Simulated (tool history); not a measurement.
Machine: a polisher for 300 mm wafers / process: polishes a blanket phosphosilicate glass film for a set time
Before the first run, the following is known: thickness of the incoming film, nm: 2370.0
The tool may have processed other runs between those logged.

run  hour  flow of slurry (ml/min)  pressure of the wafer on the pad (psi)  speed of the pad under the wafer (cm/s)  abrasive content of the slurry  polishing time (s)  film removed (angstrom)
  1   0.0                      270                                     2.0                                      104                             1.0                 103                   4951.6
  2   6.9                      270                                     1.9                                      104                             1.0                 103                   4710.7
  3  10.1                      270                                     1.8                                      104                             1.0                 103                   4435.4
  4  17.4                      270                                     1.8                                      122                             1.0                 103                   5108.4
  5  20.7                      270                                     1.7                                      122                             1.0                 103                   4752.4
  6  28.7                      270                                     2.0                                      122                             1.0                 103                   5593.4
  7  37.2                      270                                     1.9                                      122                             1.0                 103                   5308.5
  8  43.4                      270                                     1.8                                      122                             1.0                 103                   5084.9
  9  45.1                      270                                     1.7                                      122                             1.0                 103                   4747.2
 10  48.2                      255                                     1.2                                      122                             1.0                 103                   3368.0
 11  55.5                      265                                     1.2                                      122                             1.0                 103                   3415.1
 12  56.7                      275                                     1.2                                      122                             1.0                 103                   3431.7

Forecast run 13:
 13  61.6                      285                                     1.2                                      122                             1.0                 103                        ?

Run 13 gave film removed (angstrom) 3465.6.
